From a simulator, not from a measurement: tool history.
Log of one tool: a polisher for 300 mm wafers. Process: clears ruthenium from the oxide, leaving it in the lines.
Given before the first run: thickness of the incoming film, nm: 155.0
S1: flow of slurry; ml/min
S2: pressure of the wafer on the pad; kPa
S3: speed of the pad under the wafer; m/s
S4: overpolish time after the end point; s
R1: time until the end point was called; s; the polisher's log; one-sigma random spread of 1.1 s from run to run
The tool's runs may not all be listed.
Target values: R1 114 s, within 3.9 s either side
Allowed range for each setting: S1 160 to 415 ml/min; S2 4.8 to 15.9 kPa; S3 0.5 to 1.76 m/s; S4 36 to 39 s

run	hour	S1	S2	S3	S4	R1
1	0	265	10.3	1.12	36	140.63
2	8.7	265	11	1.12	36	137.03
3	15.4	265	11	1	36	149.36
4	24.1	325	11	1	36	146.93
5	25	285	11	1	36	150.13
6	26.1	315	11	1	36	146.75
7	26.9	315	11.7	1	36	141.14
8	33	315	12.4	1	36	132.71
9	35.1	315	13.1	1	36	129.41
10	37.4	315	13.8	1	36	122.78

Exactly one of the 4 candidate moves below puts every result within its allowed miss. Which one?
A	39.7	315	13.1	1.02	36	?
B	39.7	260	11.7	1.28	37	?
C	39.7	285	15.2	1.1	36	?
D	39.7	295	13.8	0.94	36	?

move	R1
A	125.7
B	112.11
C	104.93
D	131.42
A: lands further from the targets than the last run did
B: hits every target within its allowed miss
C: carries the result that was furthest off beyond its target, to the other side
D: lands further from the targets than the last run did
So the answer is move B, the one that meets all the targets.

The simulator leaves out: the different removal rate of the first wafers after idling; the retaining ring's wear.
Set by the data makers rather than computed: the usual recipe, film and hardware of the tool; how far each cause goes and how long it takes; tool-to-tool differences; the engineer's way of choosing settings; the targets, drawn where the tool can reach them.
